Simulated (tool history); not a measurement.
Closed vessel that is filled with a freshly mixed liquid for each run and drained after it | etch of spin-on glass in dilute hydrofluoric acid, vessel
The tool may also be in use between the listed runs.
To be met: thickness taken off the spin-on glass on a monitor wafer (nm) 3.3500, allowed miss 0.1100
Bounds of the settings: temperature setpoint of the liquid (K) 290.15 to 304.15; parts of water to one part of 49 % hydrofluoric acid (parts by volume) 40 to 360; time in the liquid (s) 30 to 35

run	hour	temperature setpoint of the liquid (K)	parts of water to one part of 49 % hydrofluoric acid (parts by volume)	time in the liquid (s)	thickness taken off the spin-on glass on a monitor wafer (nm)
1	0.0	296.15	200	35	5.9950
2	8.1	296.15	145	35	8.5776
3	9.6	295.65	160	35	7.6369
4	12.0	293.15	160	35	6.8816
5	18.5	291.65	160	35	6.4031
6	23.3	291.65	170	35	5.9209
7	31.0	290.15	250	35	3.5784
8	38.0	290.15	255	35	3.5030

5 next moves are on the table. One of them brings every result within its allowed miss. Which?
A	45.0	292.15	265	30	?
B	45.0	291.15	255	30	?
C	45.0	290.15	230	30	?
D	45.0	290.65	250	30	?
E	45.0	290.15	245	30	?

move	thickness taken off the spin-on glass on a monitor wafer (nm)
A	3.0862
B	3.1154
C	3.3972
D	3.1310
E	3.1473
A: takes the result that was furthest off past its target
B: takes the result that was furthest off past its target
C: meets every target
D: takes the result that was furthest off past its target
E: takes the result that was furthest off past its target
Move C is the one to make.

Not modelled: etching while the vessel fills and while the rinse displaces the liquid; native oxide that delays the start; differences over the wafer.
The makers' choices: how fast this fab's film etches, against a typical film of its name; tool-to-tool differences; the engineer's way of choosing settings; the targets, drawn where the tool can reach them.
